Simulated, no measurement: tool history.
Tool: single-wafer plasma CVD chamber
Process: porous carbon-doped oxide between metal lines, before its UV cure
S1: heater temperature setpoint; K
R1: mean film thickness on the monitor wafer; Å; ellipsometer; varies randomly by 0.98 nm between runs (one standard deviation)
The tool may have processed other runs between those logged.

run 1 day=0.000 | S1=573.15 RF_power_(W)=380 deposition_time_(s)=38.2 | R1=1646.2
run 2 day=0.196 | S1=567.15 RF_power_(W)=380 deposition_time_(s)=38.2 | R1=1710.0
run 3 day=0.425 | S1=564.15 RF_power_(W)=385 deposition_time_(s)=38.2 | R1=1740.8
run 4 day=0.788 | S1=562.15 RF_power_(W)=390 deposition_time_(s)=38.2 | R1=1788.6
run 5 day=1.054 | S1=562.15 RF_power_(W)=390 deposition_time_(s)=36.3 | R1=1707.9
run 6 day=1.075 | S1=560.15 RF_power_(W)=400 deposition_time_(s)=36.4 | R1=1776.2
run 7 day=1.171 | S1=558.15 RF_power_(W)=405 deposition_time_(s)=36.4 | R1=1812.4
run 8 day=1.292 | S1=556.15 RF_power_(W)=405 deposition_time_(s)=36.4 | R1=1840.0

Predict the results of run 9:
run 9 day=1.421 | S1=555.15 RF_power_(W)=405 deposition_time_(s)=36.4 | R1=?

{"run 9": {"R1": 1855.0}}

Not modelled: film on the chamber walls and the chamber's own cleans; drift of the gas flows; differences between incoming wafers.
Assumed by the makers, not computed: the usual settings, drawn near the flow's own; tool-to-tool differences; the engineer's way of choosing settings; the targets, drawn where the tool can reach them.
